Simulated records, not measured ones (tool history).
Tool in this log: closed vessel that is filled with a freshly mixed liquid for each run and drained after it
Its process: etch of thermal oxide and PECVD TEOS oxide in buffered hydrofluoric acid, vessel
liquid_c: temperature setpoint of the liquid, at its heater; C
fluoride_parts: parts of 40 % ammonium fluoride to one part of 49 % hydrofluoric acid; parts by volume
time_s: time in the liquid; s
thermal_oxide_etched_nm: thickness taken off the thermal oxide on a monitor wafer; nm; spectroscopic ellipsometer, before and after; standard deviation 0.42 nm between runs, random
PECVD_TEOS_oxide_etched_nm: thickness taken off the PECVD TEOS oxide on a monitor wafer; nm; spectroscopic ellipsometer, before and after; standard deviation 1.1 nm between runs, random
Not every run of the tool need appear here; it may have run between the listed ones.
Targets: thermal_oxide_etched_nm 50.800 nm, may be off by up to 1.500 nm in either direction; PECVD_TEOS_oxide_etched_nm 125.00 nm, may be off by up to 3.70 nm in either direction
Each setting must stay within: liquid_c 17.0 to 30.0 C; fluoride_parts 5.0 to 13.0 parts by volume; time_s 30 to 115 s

run	hour	liquid_c	fluoride_parts	time_s	thermal_oxide_etched_nm	PECVD_TEOS_oxide_etched_nm
1	0.0	22.0	8.0	60	73.636	180.69
2	2.1	22.0	8.0	50	60.761	152.34
3	6.5	21.0	8.0	50	57.358	143.65
4	15.7	21.0	7.0	50	66.348	164.36
5	22.1	23.5	7.0	50	76.467	186.33
6	28.0	25.0	7.0	50	83.520	206.03
7	36.2	22.5	7.0	50	72.300	178.46
8	39.9	21.0	7.0	50	66.170	165.53
9	44.2	20.0	7.0	50	63.662	157.69

4 next moves are on the table. One of them brings every result within its allowed miss. Which?
A	48.5	30.0	13.0	45	?	?
B	48.5	17.0	8.0	55	?	?
C	48.5	26.5	12.0	50	?	?
D	48.5	18.5	7.5	50	?	?

move	thermal_oxide_etched_nm	PECVD_TEOS_oxide_etched_nm
A	53.839	134.59
B	50.660	126.64
C	53.717	134.28
D	53.779	134.44
A: nearer than the last run, and not there yet
B: all results land within tolerance of their targets
C: nearer than the last run, and not there yet
D: nearer than the last run, and not there yet
B is the move that brings every result within its allowed miss.
